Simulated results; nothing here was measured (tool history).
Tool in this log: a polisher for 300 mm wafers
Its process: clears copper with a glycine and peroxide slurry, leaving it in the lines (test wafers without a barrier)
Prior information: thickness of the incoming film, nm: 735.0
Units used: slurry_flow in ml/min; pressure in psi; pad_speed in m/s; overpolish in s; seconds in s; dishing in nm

run	day	slurry_flow	pressure	pad_speed	overpolish	seconds	dishing
1	0.000	310	1.8	1.18	15	178.32	39.800
2	0.046	310	1.8	1.20	14	178.20	39.044
3	0.321	315	1.8	1.22	13	168.85	35.992
4	0.654	315	1.8	1.22	16	171.44	42.532
5	0.846	320	1.8	1.24	14	164.02	38.942
6	1.183	330	1.7	1.26	13	176.28	35.845
7	1.288	335	1.7	1.26	12	170.76	32.646
8	1.354	345	1.7	1.28	11	165.90	30.895
9	1.608	355	1.7	1.28	11	169.79	32.815
10	1.912	350	1.7	1.30	10	168.40	29.565
11	2.125	350	1.7	1.32	9	165.35	27.621
12	2.417	350	1.7	1.34	9	158.21	27.947
# day 2.450: head pressure recalibrated
13	2.450	350	1.7	1.38	5	152.16	17.532

Estimate the outcome of run 14 from the log above:
14	2.496	365	1.7	1.38	5	?	?

Logged for run 14: seconds 148.37 s, dishing 17.867 nm.
